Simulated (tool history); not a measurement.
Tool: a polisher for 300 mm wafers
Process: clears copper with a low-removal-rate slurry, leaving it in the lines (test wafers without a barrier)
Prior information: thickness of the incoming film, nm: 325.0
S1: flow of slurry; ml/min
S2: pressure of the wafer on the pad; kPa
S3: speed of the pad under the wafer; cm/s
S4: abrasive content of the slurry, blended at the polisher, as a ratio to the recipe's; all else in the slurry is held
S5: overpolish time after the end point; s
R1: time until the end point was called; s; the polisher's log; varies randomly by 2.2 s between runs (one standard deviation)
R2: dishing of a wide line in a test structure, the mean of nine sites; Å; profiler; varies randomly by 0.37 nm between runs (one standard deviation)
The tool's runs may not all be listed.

run,hour,S1,S2,S3,S4,S5,R1,R2
1,0.0,315,25.5,118,1.0,20,95.494,491.29
2,2.8,315,30.3,118,1.0,20,80.586,569.12
3,5.3,315,30.3,134,1.0,20,72.764,633.82
4,9.2,315,26.9,128,1.0,19,84.743,530.52
5,10.4,315,24.1,124,1.0,18,97.007,440.87
6,14.9,315,24.1,108,1.0,18,107.850,393.13

Estimate the outcome of run 7 from the log above:
7,20.9,315,22.1,108,1.0,18,?,?

{"run 7": {"R1": 121.32, "R2": 365.9}}
